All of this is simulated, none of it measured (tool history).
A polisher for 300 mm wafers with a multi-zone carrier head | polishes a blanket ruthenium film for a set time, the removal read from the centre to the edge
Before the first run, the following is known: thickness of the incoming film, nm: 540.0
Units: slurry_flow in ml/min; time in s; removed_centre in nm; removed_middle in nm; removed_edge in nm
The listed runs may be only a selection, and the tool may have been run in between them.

run  hour  slurry_flow  centre_zone  middle_zone  edge_zone  time  removed_centre  removed_middle  removed_edge
  1   0.0          215         1.00         1.00       1.00    83          118.16          119.97        121.58
  2   3.2          260         1.00         1.00       1.00    83          122.07          121.84        122.55
  3   6.0          260         1.00         1.00       1.00   101          147.04          149.33        150.36
  4  11.4          260         0.99         1.00       1.02   101          145.17          149.05        150.06
  5  12.2          255         0.98         1.00       1.04   102          145.09          152.06        154.41
  6  16.6          255         0.97         1.00       1.06   102          143.31          150.48        154.10
  7  20.9          250         0.96         1.00       1.07   103          143.48          151.51        157.27
  8  25.2          250         0.95         1.00       1.08   103          141.11          151.47        158.26
  9  30.2          250         0.95         1.00       1.09   103          142.41          151.12        157.59
 10  36.6          250         0.94         1.00       1.10   104          143.47          152.38        160.20

Predict the results of run 11:
 11  43.3          250         0.93         1.00       1.11   104               ?               ?             ?

Run 11 yielded removed_centre 140.73 nm, removed_middle 153.16 nm, removed_edge 159.87 nm.
